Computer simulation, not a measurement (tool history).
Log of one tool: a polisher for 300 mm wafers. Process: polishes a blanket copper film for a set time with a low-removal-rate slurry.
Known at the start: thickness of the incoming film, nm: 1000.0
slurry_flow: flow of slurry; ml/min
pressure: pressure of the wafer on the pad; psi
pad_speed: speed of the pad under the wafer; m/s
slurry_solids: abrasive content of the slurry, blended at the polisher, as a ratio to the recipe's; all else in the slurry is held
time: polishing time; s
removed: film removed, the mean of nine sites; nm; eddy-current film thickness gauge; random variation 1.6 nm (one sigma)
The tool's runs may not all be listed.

run,day,slurry_flow,pressure,pad_speed,slurry_solids,time,removed
1,0.000,295,2.9,1.26,1.0,101,404.18
2,0.067,290,2.5,1.26,1.0,101,347.56
3,0.375,290,2.5,1.26,1.0,106,370.59
4,0.667,290,2.5,1.54,1.0,106,442.92
5,0.954,285,2.2,1.46,1.0,106,373.62
6,1.329,280,2.0,1.42,1.0,106,327.62
7,1.396,270,1.8,1.42,1.0,106,295.32

The next listed run, before its measurement:
8,1.612,255,1.7,1.42,1.0,106,?

{"run 8": {"removed": 277.31}}
